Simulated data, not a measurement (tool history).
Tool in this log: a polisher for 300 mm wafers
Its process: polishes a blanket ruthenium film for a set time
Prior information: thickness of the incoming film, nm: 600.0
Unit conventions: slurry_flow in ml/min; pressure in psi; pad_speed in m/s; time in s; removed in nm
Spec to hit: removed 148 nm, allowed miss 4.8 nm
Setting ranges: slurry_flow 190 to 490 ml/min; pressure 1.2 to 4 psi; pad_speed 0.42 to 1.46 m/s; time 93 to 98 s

{"run": 1, "hour": 0.0, "slurry_flow": 315, "pressure": 2.6, "pad_speed": 0.94, "time": 93, "removed": 124.88}
{"run": 2, "hour": 7.5, "slurry_flow": 315, "pressure": 2.6, "pad_speed": 0.86, "time": 93, "removed": 116.78}
{"run": 3, "hour": 14.9, "slurry_flow": 315, "pressure": 2.6, "pad_speed": 0.86, "time": 98, "removed": 121.5}
{"run": 4, "hour": 16.7, "slurry_flow": 315, "pressure": 2, "pad_speed": 0.86, "time": 98, "removed": 100.99}
{"run": 5, "hour": 18.9, "slurry_flow": 315, "pressure": 2.4, "pad_speed": 0.86, "time": 98, "removed": 115}
{"run": 6, "hour": 20.0, "slurry_flow": 340, "pressure": 2.4, "pad_speed": 0.86, "time": 98, "removed": 116.51}
{"run": 7, "hour": 24.5, "slurry_flow": 350, "pressure": 2.6, "pad_speed": 0.86, "time": 98, "removed": 122.07}
{"run": 8, "hour": 33.1, "slurry_flow": 350, "pressure": 2.8, "pad_speed": 0.86, "time": 98, "removed": 131.02}
{"run": 9, "hour": 35.5, "slurry_flow": 350, "pressure": 2.9, "pad_speed": 0.86, "time": 98, "removed": 136.29}
{"run": 10, "hour": 39.6, "slurry_flow": 350, "pressure": 3, "pad_speed": 0.86, "time": 98, "removed": 137.92}
{"run": 11, "hour": 44.6, "slurry_flow": 350, "pressure": 3.1, "pad_speed": 0.86, "time": 98, "removed": 141.59}

Which single option among these 5 for the next run brings every result within its allowed miss of target? Just one does.
{"run": "A", "hour": 49.6, "slurry_flow": 335, "pressure": 3.1, "pad_speed": 0.82, "time": 96, "removed": "?"}
{"run": "B", "hour": 49.6, "slurry_flow": 320, "pressure": 2.8, "pad_speed": 1, "time": 96, "removed": "?"}
{"run": "C", "hour": 49.6, "slurry_flow": 320, "pressure": 3.1, "pad_speed": 0.82, "time": 96, "removed": "?"}
{"run": "D", "hour": 49.6, "slurry_flow": 315, "pressure": 3, "pad_speed": 0.86, "time": 98, "removed": "?"}
{"run": "E", "hour": 49.6, "slurry_flow": 395, "pressure": 3.1, "pad_speed": 0.86, "time": 94, "removed": "?"}

move=A removed=131.68
move=B removed=147.06
move=C removed=131.14
move=D removed=136.49
move=E removed=136.78
A: further off than the last run
B: hits every target within its allowed miss
C: further off than the last run
D: further off than the last run
E: further off than the last run
Correct choice: B, which meets every target
